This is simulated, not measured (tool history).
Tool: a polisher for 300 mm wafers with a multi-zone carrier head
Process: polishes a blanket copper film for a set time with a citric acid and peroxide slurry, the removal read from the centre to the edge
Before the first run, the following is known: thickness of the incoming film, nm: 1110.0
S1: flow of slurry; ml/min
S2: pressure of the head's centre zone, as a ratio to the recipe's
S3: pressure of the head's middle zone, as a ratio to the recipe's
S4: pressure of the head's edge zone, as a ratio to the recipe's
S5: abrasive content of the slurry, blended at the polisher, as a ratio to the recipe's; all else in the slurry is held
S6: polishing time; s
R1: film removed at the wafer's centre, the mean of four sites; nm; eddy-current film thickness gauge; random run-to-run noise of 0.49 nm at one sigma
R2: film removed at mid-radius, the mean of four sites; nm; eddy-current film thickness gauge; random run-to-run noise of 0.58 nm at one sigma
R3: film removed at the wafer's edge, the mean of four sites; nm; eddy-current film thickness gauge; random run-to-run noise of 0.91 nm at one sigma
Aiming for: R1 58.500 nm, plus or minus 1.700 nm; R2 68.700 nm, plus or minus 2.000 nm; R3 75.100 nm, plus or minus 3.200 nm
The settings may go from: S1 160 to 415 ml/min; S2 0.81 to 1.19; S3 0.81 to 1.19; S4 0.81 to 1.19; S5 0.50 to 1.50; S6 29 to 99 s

run	hour	S1	S2	S3	S4	S5	S6	R1	R2	R3
1	0.0	265	1.00	1.00	1.00	1.00	64	97.498	96.507	96.671
2	3.6	260	0.98	0.99	1.01	0.95	63	94.241	95.180	95.746
3	11.8	260	0.98	0.93	1.01	0.95	63	93.218	89.778	96.544
4	17.7	260	0.98	0.93	0.96	0.95	63	93.022	89.124	94.276
5	21.7	260	0.98	0.93	0.96	1.10	63	96.223	92.435	94.328
6	28.3	255	0.96	0.93	0.96	1.05	62	90.526	89.305	94.365
7	30.8	255	0.95	0.93	0.95	1.00	61	88.066	87.324	90.133
8	35.6	250	0.93	0.93	0.96	0.95	60	83.665	84.585	89.563
9	43.3	245	0.92	0.93	0.96	0.90	59	81.184	84.356	86.671
10	47.6	245	0.92	0.93	0.96	0.90	59	80.258	82.843	87.092
11	56.2	240	0.91	0.93	0.96	0.85	58	76.969	78.694	81.361
12	59.3	240	0.90	0.93	0.98	0.80	57	73.677	76.754	81.567
13	61.5	235	0.89	0.93	0.99	0.75	57	72.990	77.728	81.584
14	65.8	230	0.88	0.93	1.00	0.70	56	69.193	74.101	79.171
15	66.5	225	0.87	0.93	1.01	0.70	56	67.253	74.187	77.998
16	67.8	220	0.86	0.93	1.01	0.70	56	67.358	73.290	79.645
17	75.8	215	0.85	0.93	1.01	0.70	56	66.248	74.071	79.409
18	77.4	180	0.81	0.92	1.05	0.50	54	55.761	64.628	70.902
19	81.0	180	0.81	0.92	1.05	0.50	54	55.225	64.489	70.197
20	83.9	185	0.81	0.92	1.05	0.50	54	55.103	65.859	72.116
21	91.5	190	0.81	0.92	1.05	0.50	54	55.431	65.291	72.414
22	96.3	195	0.81	0.92	1.05	0.50	54	56.405	65.382	71.952

Next run, 5 choices. One meets every target within its allowed miss, the rest don't. Which?
A	101.1	185	0.88	1.04	0.96	0.55	51	?	?	?
B	101.1	160	0.86	1.12	1.03	0.50	53	?	?	?
C	101.1	165	0.82	0.93	1.05	0.50	57	?	?	?
D	101.1	220	0.82	0.99	1.01	0.55	56	?	?	?
E	101.1	160	0.88	1.10	1.08	0.50	50	?	?	?

move	R1	R2	R3
A	58.203	68.777	66.039
B	56.587	72.710	68.556
C	58.304	68.128	74.913
D	61.228	74.618	75.782
E	54.630	67.615	66.229
A: brings the result that was furthest off to its target, and leaves another outside
B: takes the result that was furthest off past its target
C: in spec on every target
D: takes the result that was furthest off past its target
E: brings the result that was furthest off to its target, and leaves another outside
C is the move that brings every result within its allowed miss.
